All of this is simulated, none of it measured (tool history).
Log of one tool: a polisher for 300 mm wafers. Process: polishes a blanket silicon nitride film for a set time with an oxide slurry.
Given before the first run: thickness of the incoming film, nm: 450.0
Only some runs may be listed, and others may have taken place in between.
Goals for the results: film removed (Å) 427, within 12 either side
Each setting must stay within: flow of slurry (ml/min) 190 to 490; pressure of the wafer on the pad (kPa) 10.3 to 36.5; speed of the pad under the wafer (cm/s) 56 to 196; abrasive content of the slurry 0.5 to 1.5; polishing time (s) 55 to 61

run	day	flow of slurry (ml/min)	pressure of the wafer on the pad (kPa)	speed of the pad under the wafer (cm/s)	abrasive content of the slurry	polishing time (s)	film removed (Å)
1	0	315	23.4	126	1	61	390.17
2	0.15	315	17.9	126	1	61	304.6
3	0.329	315	18.6	126	1	61	314.24
4	0.546	315	19.3	126	1	61	327
# day 0.733: head pressure recalibrated
5	0.733	315	19.3	126	0.85	61	287.23
6	0.854	315	19.3	126	0.7	61	266.33
7	1.021	315	20.7	126	0.7	61	288.58
8	1.096	315	22.1	126	0.7	61	305.04
9	1.312	315	22.8	126	0.7	61	321.46
10	1.508	315	23.4	126	0.7	61	322.6
11	1.8	315	24.1	126	0.7	61	337.5
12	2.142	315	24.8	126	0.7	61	344.8
13	2.2	315	25.5	126	0.7	61	356.38
14	2.538	315	26.2	126	0.7	61	365.38

Which of these 5 next moves meets every target?
A	2.875	345	24.8	138	0.8	61	?
B	2.875	255	23.4	180	0.55	61	?
C	2.875	395	29	94	0.7	59	?
D	2.875	245	31.7	128	0.75	59	?
E	2.875	310	29.6	116	0.8	60	?

move	film removed (Å)
A	396.06
B	388.3
C	314.24
D	431.21
E	399.23
A: closes in on the targets versus the last run, not all within tolerance yet
B: closes in on the targets versus the last run, not all within tolerance yet
C: misses by more than the last run did
D: all results in spec
E: closes in on the targets versus the last run, not all within tolerance yet
Answer: D

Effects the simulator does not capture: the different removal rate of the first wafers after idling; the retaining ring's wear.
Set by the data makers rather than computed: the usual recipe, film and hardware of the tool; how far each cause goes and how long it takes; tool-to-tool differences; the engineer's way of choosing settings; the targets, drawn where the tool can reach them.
